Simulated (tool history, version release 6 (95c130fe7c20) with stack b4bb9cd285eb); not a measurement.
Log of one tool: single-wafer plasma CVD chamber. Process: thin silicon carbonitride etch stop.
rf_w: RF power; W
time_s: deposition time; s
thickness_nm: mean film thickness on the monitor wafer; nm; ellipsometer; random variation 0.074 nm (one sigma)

run	day	rf_w	time_s	thickness_nm
1	0.000	245	20.1	12.097
2	0.250	275	20.1	12.415
3	0.600	280	20.4	12.702
4	0.742	260	20.4	12.524
5	1.004	265	20.6	12.611
6	1.088	240	20.6	12.248
7	1.183	240	20.6	12.324

The next listed run, before its measurement:
8	1.471	250	20.8	?

{"run 8": {"thickness_nm": 12.545}}
